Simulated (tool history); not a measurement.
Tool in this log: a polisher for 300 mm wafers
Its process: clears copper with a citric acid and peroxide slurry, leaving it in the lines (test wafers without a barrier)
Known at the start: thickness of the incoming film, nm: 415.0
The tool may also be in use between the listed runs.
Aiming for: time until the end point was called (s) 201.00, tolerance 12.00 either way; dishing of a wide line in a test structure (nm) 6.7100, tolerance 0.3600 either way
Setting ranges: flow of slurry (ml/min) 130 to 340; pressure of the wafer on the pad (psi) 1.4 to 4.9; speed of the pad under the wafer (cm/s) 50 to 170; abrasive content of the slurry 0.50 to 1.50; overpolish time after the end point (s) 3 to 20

run	hour	flow of slurry (ml/min)	pressure of the wafer on the pad (psi)	speed of the pad under the wafer (cm/s)	abrasive content of the slurry	overpolish time after the end point (s)	time until the end point was called (s)	dishing of a wide line in a test structure (nm)
1	0.0	220	3.1	110	1.00	10	175.97	17.3550
2	3.1	220	3.1	110	1.00	12	178.09	20.8280
3	8.5	220	3.0	110	1.00	11	184.61	18.5320
4	14.9	220	3.0	108	1.00	10	182.40	16.8800
5	16.7	220	3.0	108	1.15	10	183.27	17.9650
6	20.2	220	3.0	108	1.25	10	170.86	18.0110
7	21.0	215	2.9	106	1.30	9	184.14	15.3990
8	28.8	205	2.8	106	1.30	8	184.29	13.3970
9	31.1	145	2.0	112	1.30	3	261.21	3.8222
10	33.6	160	2.0	112	1.30	3	267.66	3.8991
11	39.4	205	2.9	114	1.30	6	172.75	11.6430
12	48.4	200	2.9	114	1.30	6	171.28	11.1920
13	57.1	195	2.9	114	1.30	6	176.68	11.4470
14	64.1	255	2.0	112	1.30	3	243.44	4.1879
15	68.0	255	2.1	112	1.30	3	237.63	4.3470
16	70.7	255	2.1	112	1.30	3	231.72	4.3998
17	75.5	255	2.2	112	1.30	3	224.01	4.5906
18	79.1	250	2.6	112	1.30	7	196.81	11.9030
19	87.8	250	2.6	110	1.30	7	194.30	11.5750
20	89.1	250	2.6	110	1.25	7	194.56	11.5690
21	90.4	250	2.0	114	1.35	3	244.11	4.3094
22	91.3	250	2.1	114	1.35	3	227.32	4.5628
23	97.7	245	2.5	116	1.35	7	194.83	12.3510
24	99.9	250	2.5	114	1.35	7	200.66	12.0790
25	102.7	255	2.5	112	1.35	7	203.00	11.8850
26	110.1	255	2.5	110	1.30	7	202.52	11.3180
27	116.1	255	2.5	110	1.25	7	203.63	11.3650
28	120.2	255	1.9	114	1.50	3	245.14	4.1310
29	125.3	255	2.0	114	1.50	3	228.21	4.5401

Below are 4 possible settings for the next run. Only one of them brings all results inside the allowed miss of their targets. Which is it?
A	130.4	270	2.2	100	1.50	4	?	?
B	130.4	280	2.7	108	1.50	3	?	?
C	130.4	220	2.0	140	1.40	4	?	?
D	130.4	170	3.0	104	1.50	4	?	?

move	time until the end point was called (s)	dishing of a wide line in a test structure (nm)
A	243.66	5.7361
B	185.16	5.6722
C	201.78	6.8681
D	185.56	7.4737
A: moves toward the targets from the last run without getting all of them in spec
B: moves toward the targets from the last run without getting all of them in spec
C: all results in spec
D: moves the result that the last run missed by most past its target, out the other side
The right move is C.

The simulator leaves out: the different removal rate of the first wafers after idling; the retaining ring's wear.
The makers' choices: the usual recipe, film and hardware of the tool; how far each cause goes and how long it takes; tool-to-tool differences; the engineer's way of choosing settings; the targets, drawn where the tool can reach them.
